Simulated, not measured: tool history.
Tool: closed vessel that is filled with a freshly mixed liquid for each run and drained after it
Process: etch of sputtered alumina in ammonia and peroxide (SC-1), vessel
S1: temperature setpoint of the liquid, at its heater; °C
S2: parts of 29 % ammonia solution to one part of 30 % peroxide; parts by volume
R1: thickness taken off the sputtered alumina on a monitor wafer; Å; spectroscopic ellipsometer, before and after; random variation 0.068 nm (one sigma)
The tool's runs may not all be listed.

Run 1, day 0: S1 52 °C, S2 0.4 parts by volume, time in the liquid (s) 205. Result: R1 133.87 Å.
Run 2, day 0.146: S1 46 °C, S2 0.4 parts by volume, time in the liquid (s) 205. Result: R1 94.831 Å.
Run 3, day 0.371: S1 49.5 °C, S2 0.4 parts by volume, time in the liquid (s) 205. Result: R1 114.24 Å.
Run 4, day 0.433: S1 46.5 °C, S2 0.4 parts by volume, time in the liquid (s) 205. Result: R1 98.192 Å.
Run 5, day 0.688: S1 46.5 °C, S2 0.35 parts by volume, time in the liquid (s) 205. Result: R1 95.688 Å.
Run 6, day 0.775: S1 52.5 °C, S2 0.35 parts by volume, time in the liquid (s) 205. Result: R1 133.16 Å.
At day 1.054: thermometer replaced.
Run 7, day 1.054: S1 50.5 °C, S2 0.35 parts by volume, time in the liquid (s) 205. Result: R1 137.14 Å.
Run 8, day 1.092: S1 49 °C, S2 0.35 parts by volume, time in the liquid (s) 205. Result: R1 125.15 Å.
Run 9, day 1.425: S1 47.5 °C, S2 0.35 parts by volume, time in the liquid (s) 205. Result: R1 117.07 Å.
Run 10, day 1.5: S1 46 °C, S2 0.35 parts by volume, time in the liquid (s) 205. Result: R1 107 Å.

Run 11 comes next. What will it give?
Run 11, day 1.654: S1 42 °C, S2 0.35 parts by volume, time in the liquid (s) 205. Result: R1 ?.

Run 11 gave R1 84.239 Å.
